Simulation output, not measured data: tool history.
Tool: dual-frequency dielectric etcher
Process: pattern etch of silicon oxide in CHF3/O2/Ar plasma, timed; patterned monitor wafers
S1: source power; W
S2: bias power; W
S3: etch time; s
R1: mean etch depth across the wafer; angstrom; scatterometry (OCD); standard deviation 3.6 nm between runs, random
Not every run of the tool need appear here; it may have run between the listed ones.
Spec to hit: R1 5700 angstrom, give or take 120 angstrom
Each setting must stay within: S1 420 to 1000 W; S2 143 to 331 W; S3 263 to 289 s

run,hour,S1,S2,S3,R1
1,0,710,237,289,6473.8
2,5.8,680,235,289,6416.7
3,8.9,620,235,289,6073.3
4,12.7,610,234,289,6104.6
5,15.9,590,233,289,6015.2
6,23.3,580,232,289,5985.4
7,26.6,570,231,289,5872.3
8,35.2,560,231,289,5894.1
9,43.7,560,231,289,5875.9
10,52.3,550,231,289,5908.8

Exercise: of the 4 proposed moves below, exactly one satisfies all targets within the stated allowed misses. Which move is it?
A,60.9,510,225,279.5,?
B,60.9,620,209,276.5,?
C,60.9,560,241,285,?
D,60.9,660,207,289,?

move,R1
A,5500.8
B,5684.2
C,5917.5
D,6053.5
A: moves the result that the last run missed by most past its target, out the other side
B: in spec on every target
C: about the same distance from the targets as the last run
D: the biggest miss grows against the last run
B meets every target.

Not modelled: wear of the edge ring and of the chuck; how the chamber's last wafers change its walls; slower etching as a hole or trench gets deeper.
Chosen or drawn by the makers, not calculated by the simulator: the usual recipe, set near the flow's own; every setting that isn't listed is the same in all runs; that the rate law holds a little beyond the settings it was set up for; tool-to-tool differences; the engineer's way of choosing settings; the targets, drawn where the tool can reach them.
